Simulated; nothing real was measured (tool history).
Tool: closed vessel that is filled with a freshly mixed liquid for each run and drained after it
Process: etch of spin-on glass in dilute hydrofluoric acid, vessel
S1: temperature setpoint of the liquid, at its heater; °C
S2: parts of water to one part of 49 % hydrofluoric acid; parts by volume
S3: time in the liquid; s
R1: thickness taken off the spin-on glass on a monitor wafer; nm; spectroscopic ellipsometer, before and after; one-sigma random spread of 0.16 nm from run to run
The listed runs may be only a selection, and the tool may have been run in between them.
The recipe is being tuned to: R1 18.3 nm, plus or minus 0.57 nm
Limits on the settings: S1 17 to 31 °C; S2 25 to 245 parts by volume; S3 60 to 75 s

run    day    S1   S2  S3      R1
  1      0    23  135  75  24.357
  2  0.121  21.5  135  75  22.828
  3    0.4  21.5  135  75  22.791
  4  0.583  21.5  155  75  19.334
  5   0.65    21  155  75  19.016
  6  0.721    21  155  60  15.213
  7  0.871    22  155  60  16.194
  8  1.212    23  155  60  16.663

Which one of the following 4 next-run settings gets every result inside its allowed miss? There is exactly one.
  A  1.554    22  195  70   ?
  B  1.554  20.5  180  70   ?
  C  1.554    19  175  75   ?
  D  1.554  25.5  175  70   ?

move      R1
   A  14.224
   B  14.773
   C  15.427
   D  18.467
A: misses by more than the last run did
B: misses by more than the last run did
C: misses by more than the last run did
D: every result lands within tolerance
So the answer is move D, the one that meets all the targets.

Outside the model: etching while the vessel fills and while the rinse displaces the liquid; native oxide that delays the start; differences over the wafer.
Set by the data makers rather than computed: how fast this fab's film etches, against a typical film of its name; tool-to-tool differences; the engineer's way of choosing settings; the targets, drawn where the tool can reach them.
